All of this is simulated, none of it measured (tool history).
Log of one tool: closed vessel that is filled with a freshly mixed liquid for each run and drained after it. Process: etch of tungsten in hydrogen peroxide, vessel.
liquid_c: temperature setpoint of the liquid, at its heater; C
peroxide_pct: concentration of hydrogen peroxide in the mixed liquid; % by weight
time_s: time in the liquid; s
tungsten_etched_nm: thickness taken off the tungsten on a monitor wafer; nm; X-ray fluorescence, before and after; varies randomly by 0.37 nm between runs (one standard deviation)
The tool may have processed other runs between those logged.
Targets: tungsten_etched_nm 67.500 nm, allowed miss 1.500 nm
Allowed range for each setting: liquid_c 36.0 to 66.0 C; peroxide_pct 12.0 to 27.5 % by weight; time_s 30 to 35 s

run  hour  liquid_c  peroxide_pct  time_s  tungsten_etched_nm
  1   0.0      52.0          18.5      35             110.130
  2   7.5      52.0          17.0      35             106.030
  3  11.2      50.5          17.0      35              97.048
  4  17.4      49.5          17.0      35              90.624
  5  25.5      52.0          17.0      35             106.230
  6  29.1      50.5          17.0      35              95.836
  7  31.4      49.5          17.0      35              90.614
  8  34.2      48.5          17.0      35              85.174
  9  37.8      48.5          17.0      35              85.053
 10  42.9      44.0          17.0      35              64.773

Pick the move, out of 5, that brings all results within their allowed miss; only one does.
  A  48.0      43.5          17.5      35                   ?
  B  48.0      46.5          15.5      30                   ?
  C  48.0      46.0          16.5      30                   ?
  D  48.0      44.5          16.0      35                   ?
  E  48.0      44.5          17.5      35                   ?

move  tungsten_etched_nm
   A              64.177
   B              62.551
   C              62.550
   D              65.385
   E              68.381
A: further off than the last run
B: further off than the last run
C: further off than the last run
D: an improvement on the last run, though not all results are within tolerance
E: all results land within tolerance of their targets
The right move is E.

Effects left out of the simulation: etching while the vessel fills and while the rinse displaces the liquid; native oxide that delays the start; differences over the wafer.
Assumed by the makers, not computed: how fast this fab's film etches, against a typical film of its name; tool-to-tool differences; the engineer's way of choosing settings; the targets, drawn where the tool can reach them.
